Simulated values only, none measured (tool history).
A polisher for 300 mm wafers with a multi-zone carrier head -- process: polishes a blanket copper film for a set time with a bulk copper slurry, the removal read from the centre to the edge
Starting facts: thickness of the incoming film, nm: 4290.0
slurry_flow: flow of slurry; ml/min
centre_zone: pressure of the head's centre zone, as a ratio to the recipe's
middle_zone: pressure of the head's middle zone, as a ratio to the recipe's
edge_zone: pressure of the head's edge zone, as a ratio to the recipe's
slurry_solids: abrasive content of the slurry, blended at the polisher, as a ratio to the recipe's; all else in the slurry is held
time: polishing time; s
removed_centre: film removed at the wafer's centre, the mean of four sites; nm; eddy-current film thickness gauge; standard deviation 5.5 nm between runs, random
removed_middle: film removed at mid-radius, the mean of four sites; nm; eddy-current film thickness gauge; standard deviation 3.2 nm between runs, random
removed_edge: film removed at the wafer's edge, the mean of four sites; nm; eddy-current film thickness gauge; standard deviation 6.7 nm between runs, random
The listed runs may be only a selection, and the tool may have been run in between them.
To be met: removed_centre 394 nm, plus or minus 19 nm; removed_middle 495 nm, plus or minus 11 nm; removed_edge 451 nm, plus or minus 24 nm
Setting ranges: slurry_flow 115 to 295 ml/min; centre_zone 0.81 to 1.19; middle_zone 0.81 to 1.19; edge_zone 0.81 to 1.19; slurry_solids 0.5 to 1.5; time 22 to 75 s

run    day  slurry_flow  centre_zone  middle_zone  edge_zone  slurry_solids  time  removed_centre  removed_middle  removed_edge
  1      0          190            1            1          1              1    48          429.05          412.99        412.91
  2  0.046          195         0.98         1.02       1.01              1    48          427.23          421.38        428.23
  3   0.15          195         0.98         1.02       1.01              1    38          328.79           336.8        327.82
  4  0.433          155         0.98         1.02       1.01              1    38          325.88          322.28        324.86
  5  0.792          155         0.98         1.02       1.05              1    38          323.93          320.96        318.98
  6  1.079          165         0.97         1.03       1.05           1.05    39          327.35          338.48        338.97
  7  1.112          175         0.97         1.05       1.05            1.1    40          344.29          361.99        359.96
  8  1.288          175         0.97         1.05       1.05            1.1    40          347.71          359.68        359.65
  9  1.454          225         0.89         1.15       1.15           1.35    43          368.62          452.68        429.95
 10  1.796          230         0.89         1.15       1.15           1.35    43          387.21          457.25        429.53
 11  2.133          265         0.83         1.19       1.19            1.4    43          363.45          481.09        444.95
 12  2.304          265         0.84         1.19       1.19            1.4    43           370.2          478.69        447.11
 13  2.338          270         0.85         1.19       1.17           1.45    43          369.69          481.14        451.25
 14  2.492          270         0.85         1.19       1.16           1.45    43          374.57          484.59        449.73
 15  2.642          270         0.85         1.19       1.15           1.45    43          369.66          489.41        440.77

Exactly one of the 4 candidate moves below puts every result within its allowed miss. Which one?
  A  2.792          270         0.97         1.18        1.1           1.25    46               ?               ?             ?
  B  2.792          265         0.89         1.19       1.16            1.3    45               ?               ?             ?
  C  2.792          280         0.85         1.19       1.06           1.45    46               ?               ?             ?
  D  2.792          240         0.82         1.19       1.17            1.5    44               ?               ?             ?

move  removed_centre  removed_middle  removed_edge
   A          437.69          500.51        452.02
   B          395.44           496.2        457.21
   C          397.78          522.25        458.95
   D          362.49          494.11         458.5
A: the result that was furthest off in the last run now lies on the other side of its target
B: every result within its allowed miss
C: brings the last run's worst result on target, with another outside its allowed miss
D: misses by more than the last run did
Correct choice: B, which meets every target
